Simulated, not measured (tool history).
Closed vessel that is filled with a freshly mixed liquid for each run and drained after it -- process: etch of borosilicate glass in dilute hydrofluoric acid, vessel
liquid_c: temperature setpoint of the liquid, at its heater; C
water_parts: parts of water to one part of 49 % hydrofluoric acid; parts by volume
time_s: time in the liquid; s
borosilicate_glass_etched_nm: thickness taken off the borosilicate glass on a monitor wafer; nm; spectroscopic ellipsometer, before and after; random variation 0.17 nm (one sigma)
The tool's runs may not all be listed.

run,hour,liquid_c,water_parts,time_s,borosilicate_glass_etched_nm
1,0,21,175,245,66.236
2,4.4,21,135,245,89.416
3,8.9,20,155,245,73.181
4,9.7,20,155,265,79.273
5,13.6,19,170,265,68.125
6,16.1,19,170,245,62.925
7,21.8,18.5,180,245,58.039

Expected results for the next run?
8,26.4,18,190,245,?

{"run 8": {"borosilicate_glass_etched_nm": 53.421}}

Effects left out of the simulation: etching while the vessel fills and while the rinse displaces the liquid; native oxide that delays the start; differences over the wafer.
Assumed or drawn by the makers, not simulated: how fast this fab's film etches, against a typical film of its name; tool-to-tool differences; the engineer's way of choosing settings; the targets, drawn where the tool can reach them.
